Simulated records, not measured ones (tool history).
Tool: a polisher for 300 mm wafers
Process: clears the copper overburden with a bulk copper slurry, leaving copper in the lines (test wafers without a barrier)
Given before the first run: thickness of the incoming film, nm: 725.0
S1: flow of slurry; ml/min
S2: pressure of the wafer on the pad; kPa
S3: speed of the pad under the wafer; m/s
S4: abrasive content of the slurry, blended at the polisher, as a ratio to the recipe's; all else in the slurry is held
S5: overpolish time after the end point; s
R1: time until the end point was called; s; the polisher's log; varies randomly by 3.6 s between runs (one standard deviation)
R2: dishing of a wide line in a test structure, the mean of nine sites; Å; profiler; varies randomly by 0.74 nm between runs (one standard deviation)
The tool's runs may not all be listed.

run  hour   S1    S2    S3   S4  S5      R1      R2
  1     0  225  15.9  0.94    1  26  126.32  327.31
  2   4.8  225  14.5  0.92    1  27  139.48   336.4
  3   9.1  225  14.5  0.92    1  33  144.66  318.94
  4  17.6  225  13.1  0.92    1  34  157.04  325.49
  5  24.6  225  11.7  0.92    1  34  177.93  307.01
  6  32.6  225  11.7  0.92  1.1  34  171.05  304.65
  7  34.3  225  11.7  0.92  1.1  34  175.55  309.19
  8  41.6  225    11  0.92  1.1  34  183.34  296.04

Run 9 has not been measured yet. What should we expect?
  9  44.3  225  11  0.9  1.05  35   ?   ?

{"run 9": {"R1": 191.81, "R2": 308.81}}
